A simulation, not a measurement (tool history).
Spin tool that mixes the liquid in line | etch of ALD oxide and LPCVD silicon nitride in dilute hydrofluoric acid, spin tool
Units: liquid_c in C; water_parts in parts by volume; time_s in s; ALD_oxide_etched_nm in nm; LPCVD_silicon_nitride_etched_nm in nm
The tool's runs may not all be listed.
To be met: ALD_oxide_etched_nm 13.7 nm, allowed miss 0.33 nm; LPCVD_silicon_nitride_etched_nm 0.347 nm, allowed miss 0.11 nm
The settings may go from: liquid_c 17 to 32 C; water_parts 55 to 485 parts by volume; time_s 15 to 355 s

| run | hour | liquid_c | water_parts | time_s | ALD_oxide_etched_nm | LPCVD_silicon_nitride_etched_nm |
|---|---|---|---|---|---|---|
| 1 | 0 | 24 | 270 | 180 | 11.995 | 0.2495 |
| 2 | 6.5 | 25 | 270 | 180 | 12.515 | 0.27679 |
| 3 | 8.3 | 26.5 | 270 | 180 | 12.991 | 0.42534 |
| 4 | 13 | 26.5 | 270 | 135 | 9.9364 | 0.25369 |
| 5 | 15.6 | 30 | 270 | 135 | 11.105 | 0.4121 |
| 6 | 24.2 | 28 | 270 | 135 | 10.222 | 0.30481 |
| 7 | 29.7 | 28 | 255 | 135 | 11.127 | 0.32597 |
| 8 | 31.8 | 28 | 245 | 135 | 11.901 | 0.38626 |
| 9 | 33 | 27.5 | 235 | 135 | 12.337 | 0.34186 |
| 10 | 34.9 | 27.5 | 230 | 135 | 12.581 | 0.38865 |
| 11 | 42.8 | 27 | 225 | 135 | 12.689 | 0.37147 |
| 12 | 45.3 | 26.5 | 220 | 135 | 12.855 | 0.30158 |

4 next moves are on the table. One of them brings every result within its allowed miss. Which?
| A | 47.8 | 25 | 220 | 130 | ? | ? |
| B | 47.8 | 23.5 | 240 | 180 | ? | ? |
| C | 47.8 | 28 | 220 | 120 | ? | ? |
| D | 47.8 | 25 | 245 | 165 | ? | ? |

| move | ALD_oxide_etched_nm | LPCVD_silicon_nitride_etched_nm |
|---|---|---|
| A | 11.806 | 0.28591 |
| B | 13.9 | 0.33071 |
| C | 12.121 | 0.31721 |
| D | 13.103 | 0.32601 |
A: further off than the last run
B: meets every target
C: further off than the last run
D: nearer than the last run, and not there yet
The right move is B.

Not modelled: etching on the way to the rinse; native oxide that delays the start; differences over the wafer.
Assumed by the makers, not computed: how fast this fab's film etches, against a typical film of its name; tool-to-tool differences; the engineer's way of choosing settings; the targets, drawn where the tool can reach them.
